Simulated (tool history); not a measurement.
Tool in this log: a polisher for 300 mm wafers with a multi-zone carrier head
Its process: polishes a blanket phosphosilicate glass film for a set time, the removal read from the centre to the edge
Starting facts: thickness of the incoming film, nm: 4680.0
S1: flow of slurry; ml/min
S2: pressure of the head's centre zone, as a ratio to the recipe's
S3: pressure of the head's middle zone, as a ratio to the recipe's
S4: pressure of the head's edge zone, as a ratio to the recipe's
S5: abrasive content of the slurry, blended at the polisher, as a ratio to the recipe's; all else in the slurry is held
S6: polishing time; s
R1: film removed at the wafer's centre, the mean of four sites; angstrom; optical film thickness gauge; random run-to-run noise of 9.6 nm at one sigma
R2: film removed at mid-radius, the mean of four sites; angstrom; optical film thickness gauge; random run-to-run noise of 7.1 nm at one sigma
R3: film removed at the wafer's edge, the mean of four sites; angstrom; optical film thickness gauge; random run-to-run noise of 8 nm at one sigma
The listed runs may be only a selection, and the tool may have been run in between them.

run 1 hour=0.0 | S1=200 S2=1.00 S3=1.00 S4=1.00 S5=1.00 S6=70 | R1=6297.7 R2=6347.1 R3=6453.4
run 2 hour=6.3 | S1=200 S2=1.00 S3=1.00 S4=1.00 S5=1.20 S6=70 | R1=6967.6 R2=6823.0 R3=6808.0
run 3 hour=13.8 | S1=200 S2=1.00 S3=1.00 S4=1.00 S5=1.05 S6=70 | R1=6584.0 R2=6427.3 R3=6413.3
run 4 hour=20.4 | S1=205 S2=1.02 S3=1.00 S4=1.01 S5=1.05 S6=70 | R1=6687.1 R2=6513.1 R3=6436.5
run 5 hour=24.6 | S1=205 S2=1.02 S3=1.00 S4=1.01 S5=0.85 S6=70 | R1=5976.8 R2=5913.0 R3=5849.2
run 6 hour=28.0 | S1=205 S2=1.03 S3=1.00 S4=1.02 S5=0.90 S6=70 | R1=6324.7 R2=6063.7 R3=6045.5
run 7 hour=31.7 | S1=250 S2=1.13 S3=1.10 S4=1.12 S5=1.05 S6=70 | R1=7675.0 R2=7301.0 R3=7034.4
run 8 hour=38.3 | S1=250 S2=1.13 S3=1.10 S4=1.12 S5=1.05 S6=70 | R1=7541.6 R2=7256.0 R3=7124.3

For run 9, what comes out?
run 9 hour=41.7 | S1=250 S2=1.14 S3=1.10 S4=1.11 S5=1.05 S6=70 | R1=? R2=? R3=?

Run 9 produced R1 7670.2 angstrom, R2 7258.5 angstrom, R3 7126.6 angstrom.
